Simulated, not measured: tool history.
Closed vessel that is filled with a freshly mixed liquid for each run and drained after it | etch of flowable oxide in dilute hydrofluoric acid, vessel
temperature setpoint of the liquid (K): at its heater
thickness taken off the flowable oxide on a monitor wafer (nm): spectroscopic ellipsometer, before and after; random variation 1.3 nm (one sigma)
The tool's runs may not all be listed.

run,hour,temperature setpoint of the liquid (K),parts of water to one part of 49 % hydrofluoric acid (parts by volume),time in the liquid (s),thickness taken off the flowable oxide on a monitor wafer (nm)
1,0.0,294.15,230,250,60.684
2,2.6,296.15,180,250,89.271
3,4.3,293.65,180,250,80.802
4,13.0,296.15,150,250,111.300
5,22.3,296.15,150,250,111.720
6,23.5,297.65,135,250,130.940
7,30.7,297.65,135,250,133.710
8,32.2,299.15,130,250,146.910

The next listed run, before its measurement:
9,38.7,300.15,125,250,?

{"run 9": {"thickness taken off the flowable oxide on a monitor wafer (nm)": 160.29}}
